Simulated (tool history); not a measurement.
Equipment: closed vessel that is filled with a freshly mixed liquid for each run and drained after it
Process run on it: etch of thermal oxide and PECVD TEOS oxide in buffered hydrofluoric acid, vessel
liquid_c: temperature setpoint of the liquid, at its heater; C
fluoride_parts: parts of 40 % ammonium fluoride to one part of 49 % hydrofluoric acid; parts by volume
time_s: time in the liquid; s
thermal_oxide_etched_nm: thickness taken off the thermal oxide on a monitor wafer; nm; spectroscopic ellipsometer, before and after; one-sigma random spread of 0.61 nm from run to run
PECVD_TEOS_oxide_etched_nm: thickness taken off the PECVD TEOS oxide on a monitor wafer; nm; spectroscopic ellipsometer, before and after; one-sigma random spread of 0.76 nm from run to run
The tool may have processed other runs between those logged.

| run | day | liquid_c | fluoride_parts | time_s | thermal_oxide_etched_nm | PECVD_TEOS_oxide_etched_nm |
|---|---|---|---|---|---|---|
| 1 | 0 | 23 | 8.5 | 60 | 76.92 | 110.87 |
| 2 | 0.367 | 23 | 6.5 | 60 | 101.62 | 149.5 |
| 3 | 0.5 | 23 | 6.5 | 50 | 85.234 | 124.73 |
| 4 | 0.617 | 23 | 7.5 | 50 | 73.639 | 106.84 |
| 5 | 0.683 | 23 | 9 | 50 | 62.192 | 89.407 |
| 6 | 0.771 | 25.5 | 9 | 50 | 70.886 | 103.87 |
| 7 | 1.096 | 27 | 9 | 50 | 76.568 | 111.42 |
|  | 1.212 | hydrofluoric acid flow meter replaced |
| 8 | 1.212 | 28.5 | 9 | 50 | 87.117 | 126.54 |

Run 9 has not been measured yet. What should we expect?
| 9 | 1.521 | 29 | 9 | 50 | ? | ? |

thermal_oxide_etched_nm: 88.524 nm
PECVD_TEOS_oxide_etched_nm: 130.46 nm
